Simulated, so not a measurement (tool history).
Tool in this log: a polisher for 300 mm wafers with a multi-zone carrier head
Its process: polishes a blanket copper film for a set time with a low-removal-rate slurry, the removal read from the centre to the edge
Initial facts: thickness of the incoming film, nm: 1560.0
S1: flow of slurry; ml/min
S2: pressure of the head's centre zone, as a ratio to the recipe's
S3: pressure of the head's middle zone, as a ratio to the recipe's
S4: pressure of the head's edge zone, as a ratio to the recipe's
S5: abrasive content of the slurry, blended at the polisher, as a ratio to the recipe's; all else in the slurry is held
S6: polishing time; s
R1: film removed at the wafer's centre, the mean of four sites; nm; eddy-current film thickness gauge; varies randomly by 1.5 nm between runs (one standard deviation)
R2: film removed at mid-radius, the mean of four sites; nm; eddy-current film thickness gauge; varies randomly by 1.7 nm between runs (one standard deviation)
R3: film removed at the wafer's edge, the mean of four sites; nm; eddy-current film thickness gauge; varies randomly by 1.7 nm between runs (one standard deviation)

{"run": 1, "day": 0.0, "S1": 315, "S2": 1, "S3": 1, "S4": 1, "S5": 1, "S6": 66, "R1": 194.68, "R2": 199.27, "R3": 200.49}
{"run": 2, "day": 0.033, "S1": 275, "S2": 1, "S3": 1, "S4": 1, "S5": 1, "S6": 66, "R1": 191.32, "R2": 190.7, "R3": 194.91}
{"run": 3, "day": 0.079, "S1": 275, "S2": 1, "S3": 1, "S4": 1.03, "S5": 1, "S6": 66, "R1": 190.24, "R2": 198.27, "R3": 196.48}
{"run": 4, "day": 0.375, "S1": 245, "S2": 1, "S3": 1, "S4": 1.03, "S5": 1, "S6": 66, "R1": 190.82, "R2": 189.48, "R3": 195.82}
{"run": 5, "day": 0.533, "S1": 245, "S2": 1, "S3": 0.92, "S4": 1.03, "S5": 1, "S6": 66, "R1": 187.31, "R2": 177.41, "R3": 197.9}
{"run": 6, "day": 0.738, "S1": 295, "S2": 1, "S3": 0.92, "S4": 1.03, "S5": 1, "S6": 66, "R1": 191.31, "R2": 186.02, "R3": 196.1}
{"run": 7, "day": 0.846, "S1": 310, "S2": 1.01, "S3": 0.91, "S4": 1.02, "S5": 0.85, "S6": 58, "R1": 166.28, "R2": 148.61, "R3": 169.55}
{"run": 8, "day": 1.183, "S1": 280, "S2": 0.99, "S3": 1.01, "S4": 0.92, "S5": 0.6, "S6": 44, "R1": 112.46, "R2": 114.69, "R3": 111.73}
{"run": 9, "day": 1.483, "S1": 295, "S2": 1.01, "S3": 1, "S4": 0.95, "S5": 0.6, "S6": 44, "R1": 114.63, "R2": 111.12, "R3": 111.54}

Run 10 comes next. What will it give?
{"run": 10, "day": 1.596, "S1": 295, "S2": 1.02, "S3": 0.99, "S4": 0.96, "S5": 0.65, "S6": 44, "R1": "?", "R2": "?", "R3": "?"}

{"run 10": {"R1": 115.86, "R2": 116.06, "R3": 114.16}}
